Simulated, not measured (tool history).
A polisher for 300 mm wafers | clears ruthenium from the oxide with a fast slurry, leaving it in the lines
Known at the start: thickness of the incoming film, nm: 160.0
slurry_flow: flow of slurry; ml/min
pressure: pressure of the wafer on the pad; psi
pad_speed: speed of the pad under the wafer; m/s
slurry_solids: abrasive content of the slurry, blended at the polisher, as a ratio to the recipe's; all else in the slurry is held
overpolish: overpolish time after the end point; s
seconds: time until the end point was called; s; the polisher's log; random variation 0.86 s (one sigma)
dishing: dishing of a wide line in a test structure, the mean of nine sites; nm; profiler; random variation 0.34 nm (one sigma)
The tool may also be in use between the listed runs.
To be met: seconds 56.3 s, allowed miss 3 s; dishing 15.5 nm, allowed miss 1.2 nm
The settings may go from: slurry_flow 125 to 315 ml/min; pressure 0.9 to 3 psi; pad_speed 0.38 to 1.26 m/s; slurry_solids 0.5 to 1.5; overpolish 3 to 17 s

run	hour	slurry_flow	pressure	pad_speed	slurry_solids	overpolish	seconds	dishing
1	0	205	1.9	0.82	1	9	107.59	9.4518
2	1.1	205	1.9	0.82	1.2	9	93.662	10.373
3	3	205	1.9	0.96	1.2	9	77.576	11.77
4	10.3	205	1.9	0.96	1.2	7	81.188	10.121
5	12.7	205	1.9	0.8	1.2	7	95.443	8.6543
6	21.3	205	2.3	0.8	1.2	7	78.811	9.8049
7	22.1	205	2.4	0.8	1.2	7	77.473	10.221
8	30.2	205	2.5	0.8	1.2	7	73.872	10.421
9	33.8	205	2.6	0.8	1.2	7	74.145	10.485
10	37.6	205	2.6	0.82	1.2	7	70.482	10.491
11	45.9	205	2.8	0.86	1.2	9	62.584	12.834
12	52.9	205	2.9	0.88	1.2	10	61.854	14.05

4 next moves are on the table. One of them brings every result within its allowed miss. Which?
A	59.9	215	3	0.76	1.5	13	?	?
B	59.9	240	2	0.92	1.3	16	?	?
C	59.9	210	2.9	0.82	1.15	10	?	?
D	59.9	215	2.7	0.82	1.2	15	?	?

move	seconds	dishing
A	56.86	15.259
B	72.971	15.05
C	64.88	13.019
D	66.916	15.161
A: meets every target
B: further off than the last run
C: further off than the last run
D: further off than the last run
The right move is A.

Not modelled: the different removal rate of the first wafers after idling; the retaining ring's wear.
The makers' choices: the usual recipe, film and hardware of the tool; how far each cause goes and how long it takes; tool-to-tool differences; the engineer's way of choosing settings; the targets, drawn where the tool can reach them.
